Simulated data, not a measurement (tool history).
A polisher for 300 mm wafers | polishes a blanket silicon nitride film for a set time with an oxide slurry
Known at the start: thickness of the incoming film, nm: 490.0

run,hour,flow of slurry (ml/min),pressure of the wafer on the pad (psi),speed of the pad under the wafer (m/s),abrasive content of the slurry,polishing time (s),film removed (Å)
1,0.0,150,4.6,0.98,1.0,100,820.64
2,4.7,155,4.7,0.98,1.0,100,844.16
3,9.5,130,4.7,0.98,1.0,100,818.65
4,17.4,130,4.7,1.20,1.0,100,928.70
5,22.4,105,4.7,1.20,1.0,100,873.64
6,27.6,110,4.7,1.20,1.0,100,893.71
7,34.6,110,4.7,1.20,1.0,100,885.71
8,41.6,115,4.7,1.20,1.0,100,890.62

Run 9 comes next. What will it give?
9,49.9,120,4.7,1.20,1.0,100,?

Run 9 gave film removed (Å) 905.06.
